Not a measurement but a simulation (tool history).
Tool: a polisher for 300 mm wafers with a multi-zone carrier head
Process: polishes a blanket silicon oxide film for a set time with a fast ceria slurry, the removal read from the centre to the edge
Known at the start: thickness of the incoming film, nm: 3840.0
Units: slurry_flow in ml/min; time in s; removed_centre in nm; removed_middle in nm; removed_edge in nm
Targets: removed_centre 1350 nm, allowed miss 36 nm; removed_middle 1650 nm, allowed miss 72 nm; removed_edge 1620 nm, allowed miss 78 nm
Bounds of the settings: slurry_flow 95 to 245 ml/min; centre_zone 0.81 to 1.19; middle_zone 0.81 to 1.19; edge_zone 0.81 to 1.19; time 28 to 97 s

run  hour  slurry_flow  centre_zone  middle_zone  edge_zone  time  removed_centre  removed_middle  removed_edge
  1     0          155            1            1          1    62          1087.8          1105.9        1163.2
  2     3          165         0.98         1.05       1.05    67          1164.1          1293.4          1302
  3   9.4          200         0.98         1.05       1.05    67          1216.2          1299.6        1305.3
  4    18          200         1.02         1.05       1.05    67          1261.8          1339.4        1322.7
     23.1  -- slurry nozzle cleaned
  5  23.1          185         1.01         1.07       1.09    70          1385.6          1508.6        1465.7
  6  24.4          170         0.98         1.08       1.12    70          1333.8          1476.1        1458.9
  7  27.6          155         0.95          1.1       1.14    72          1319.8          1541.2        1547.5
  8  31.3          155         0.95         1.11       1.16    72          1318.1          1555.7        1516.6

4 next moves are on the table. One of them brings every result within its allowed miss. Which?
  A    35          110         1.02         1.16       1.17    79               ?               ?             ?
  B    35          170         0.95         1.12       1.14    76               ?               ?             ?
  C    35          200         0.92         1.15       1.19    74               ?               ?             ?
  D    35          180         0.96         1.11       1.11    69               ?               ?             ?

move  removed_centre  removed_middle  removed_edge
   A          1447.4          1621.6        1623.3
   B          1401.7          1623.1        1619.7
   C          1354.2          1652.5        1637.9
   D          1297.4          1473.9        1459.2
A: brings the result that was furthest off to its target, and leaves another outside
B: brings the result that was furthest off to its target, and leaves another outside
C: meets every target
D: further off than the last run
The right move is C.

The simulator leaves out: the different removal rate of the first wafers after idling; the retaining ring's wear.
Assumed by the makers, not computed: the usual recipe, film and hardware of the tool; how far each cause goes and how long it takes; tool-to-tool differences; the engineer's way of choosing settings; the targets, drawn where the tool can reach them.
